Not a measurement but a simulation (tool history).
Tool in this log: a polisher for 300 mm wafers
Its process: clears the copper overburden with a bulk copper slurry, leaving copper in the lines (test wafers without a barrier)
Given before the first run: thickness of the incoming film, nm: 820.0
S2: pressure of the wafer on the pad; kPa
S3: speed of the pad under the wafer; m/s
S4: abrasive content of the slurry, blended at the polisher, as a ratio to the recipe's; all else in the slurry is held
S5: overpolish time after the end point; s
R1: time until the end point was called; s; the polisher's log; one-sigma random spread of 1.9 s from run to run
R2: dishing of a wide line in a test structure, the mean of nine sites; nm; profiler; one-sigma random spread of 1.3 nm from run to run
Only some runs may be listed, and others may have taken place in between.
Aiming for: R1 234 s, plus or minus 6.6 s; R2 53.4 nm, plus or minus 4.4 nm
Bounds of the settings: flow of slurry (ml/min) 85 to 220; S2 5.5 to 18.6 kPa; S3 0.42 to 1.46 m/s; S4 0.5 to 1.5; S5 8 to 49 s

Run 1, day 0: flow of slurry (ml/min) 140, S2 11.7 kPa, S3 0.94 m/s, S4 1, S5 25 s. Result: R1 150.6 s, R2 68.903 nm.
Run 2, day 0.179: flow of slurry (ml/min) 140, S2 11.7 kPa, S3 0.94 m/s, S4 1, S5 30 s. Result: R1 150.94 s, R2 80.098 nm.
Run 3, day 0.325: flow of slurry (ml/min) 165, S2 11.7 kPa, S3 0.94 m/s, S4 1, S5 30 s. Result: R1 143.51 s, R2 79.378 nm.
Run 4, day 0.65: flow of slurry (ml/min) 165, S2 11.7 kPa, S3 0.94 m/s, S4 1.2, S5 30 s. Result: R1 140.56 s, R2 77.792 nm.
Run 5, day 0.9: flow of slurry (ml/min) 165, S2 11.7 kPa, S3 0.94 m/s, S4 1.35, S5 30 s. Result: R1 135.2 s, R2 81.262 nm.
Run 6, day 1.225: flow of slurry (ml/min) 185, S2 11.7 kPa, S3 0.94 m/s, S4 1.35, S5 30 s. Result: R1 132.87 s, R2 79.805 nm.
Run 7, day 1.496: flow of slurry (ml/min) 180, S2 11 kPa, S3 0.94 m/s, S4 1.35, S5 30 s. Result: R1 137.98 s, R2 79.221 nm.
Run 8, day 1.679: flow of slurry (ml/min) 175, S2 10.3 kPa, S3 0.94 m/s, S4 1.35, S5 29 s. Result: R1 147.94 s, R2 73.669 nm.
Run 9, day 1.908: flow of slurry (ml/min) 135, S2 6.9 kPa, S3 0.92 m/s, S4 1.35, S5 29 s. Result: R1 200.62 s, R2 58.795 nm.
Run 10, day 2.167: flow of slurry (ml/min) 130, S2 6.2 kPa, S3 0.9 m/s, S4 1.35, S5 29 s. Result: R1 216.53 s, R2 58.386 nm.

Exercise: of the 5 proposed moves below, exactly one satisfies all targets within the stated allowed misses. Which move is it?
Run A, day 2.425: flow of slurry (ml/min) 170, S2 6.2 kPa, S3 0.7 m/s, S4 1.35, S5 32 s. Result: R1 ?, R2 ?.
Run B, day 2.425: flow of slurry (ml/min) 125, S2 6.2 kPa, S3 0.74 m/s, S4 1.4, S5 30 s. Result: R1 ?, R2 ?.
Run C, day 2.425: flow of slurry (ml/min) 165, S2 5.5 kPa, S3 0.76 m/s, S4 1.3, S5 31 s. Result: R1 ?, R2 ?.
Run D, day 2.425: flow of slurry (ml/min) 135, S2 5.5 kPa, S3 0.9 m/s, S4 1.25, S5 28 s. Result: R1 ?, R2 ?.
Run E, day 2.425: flow of slurry (ml/min) 105, S2 6.9 kPa, S3 0.88 m/s, S4 1.4, S5 40 s. Result: R1 ?, R2 ?.

move      R1      R2
   A  251.33  54.345
   B  253.12   51.95
   C  255.19  52.291
   D  234.63   51.71
   E  217.94  67.366
A: takes the biggest miss from the last run beyond its target
B: takes the biggest miss from the last run beyond its target
C: takes the biggest miss from the last run beyond its target
D: all results land within tolerance of their targets
E: its largest miss is bigger than the last run's
So the answer is move D, the one that meets all the targets.
